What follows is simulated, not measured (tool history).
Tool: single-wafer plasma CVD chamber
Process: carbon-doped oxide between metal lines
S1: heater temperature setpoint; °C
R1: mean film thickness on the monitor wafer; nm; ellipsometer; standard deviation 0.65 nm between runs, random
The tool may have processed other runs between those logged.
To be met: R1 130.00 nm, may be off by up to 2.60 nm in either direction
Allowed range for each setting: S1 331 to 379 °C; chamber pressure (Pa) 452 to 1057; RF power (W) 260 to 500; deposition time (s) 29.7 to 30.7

Run 1, day 0.000: S1 355 °C, chamber pressure (Pa) 755, RF power (W) 380, deposition time (s) 29.7. Result: R1 117.58 nm.
Run 2, day 0.117: S1 355 °C, chamber pressure (Pa) 640, RF power (W) 380, deposition time (s) 29.7. Result: R1 115.44 nm.
Run 3, day 0.412: S1 355 °C, chamber pressure (Pa) 640, RF power (W) 360, deposition time (s) 29.7. Result: R1 109.79 nm.
Run 4, day 0.604: S1 353 °C, chamber pressure (Pa) 693, RF power (W) 370, deposition time (s) 29.7. Result: R1 114.99 nm.
Run 5, day 0.750: S1 350 °C, chamber pressure (Pa) 728, RF power (W) 375, deposition time (s) 29.7. Result: R1 118.17 nm.
Run 6, day 0.788: S1 347 °C, chamber pressure (Pa) 756, RF power (W) 380, deposition time (s) 29.7. Result: R1 120.06 nm.
Run 7, day 0.996: S1 346 °C, chamber pressure (Pa) 784, RF power (W) 385, deposition time (s) 29.7. Result: R1 122.70 nm.
Run 8, day 1.338: S1 345 °C, chamber pressure (Pa) 805, RF power (W) 390, deposition time (s) 29.7. Result: R1 125.29 nm.
Run 9, day 1.625: S1 344 °C, chamber pressure (Pa) 819, RF power (W) 390, deposition time (s) 29.7. Result: R1 124.47 nm.

Which of these 4 next moves meets every target?
Run A, day 1.912: S1 352 °C, chamber pressure (Pa) 784, RF power (W) 425, deposition time (s) 30.7. Result: R1 ?.
Run B, day 1.912: S1 331 °C, chamber pressure (Pa) 995, RF power (W) 385, deposition time (s) 30.7. Result: R1 ?.
Run C, day 1.912: S1 331 °C, chamber pressure (Pa) 823, RF power (W) 390, deposition time (s) 30.4. Result: R1 ?.
Run D, day 1.912: S1 335 °C, chamber pressure (Pa) 741, RF power (W) 400, deposition time (s) 29.7. Result: R1 ?.

move      R1
   A  137.53
   B  136.03
   C  134.50
   D  131.54
A: the result that was furthest off in the last run now lies on the other side of its target
B: the result that was furthest off in the last run now lies on the other side of its target
C: the result that was furthest off in the last run now lies on the other side of its target
D: hits every target within its allowed miss
Correct choice: D, which meets every target
